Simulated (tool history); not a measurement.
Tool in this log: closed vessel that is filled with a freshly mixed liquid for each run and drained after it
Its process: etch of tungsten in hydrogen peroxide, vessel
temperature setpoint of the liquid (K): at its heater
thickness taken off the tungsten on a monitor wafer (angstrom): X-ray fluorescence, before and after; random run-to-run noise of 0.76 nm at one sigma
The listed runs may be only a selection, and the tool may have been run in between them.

run	hour	temperature setpoint of the liquid (K)	concentration of hydrogen peroxide in the mixed liquid (% by weight)	time in the liquid (s)	thickness taken off the tungsten on a monitor wafer (angstrom)
1	0.0	316.15	18.5	95	1443.6
2	5.9	316.15	18.5	95	1446.8
3	13.2	316.15	16.0	95	1358.3
4	22.1	316.15	14.0	95	1245.6
5	26.0	314.15	14.0	95	1111.7
6	31.6	318.15	14.0	95	1450.9
7	39.3	315.65	14.0	95	1212.6

Predict the results of run 8:
8	42.2	313.65	14.0	95	?

{"run 8": {"thickness taken off the tungsten on a monitor wafer (angstrom)": 1064.8}}
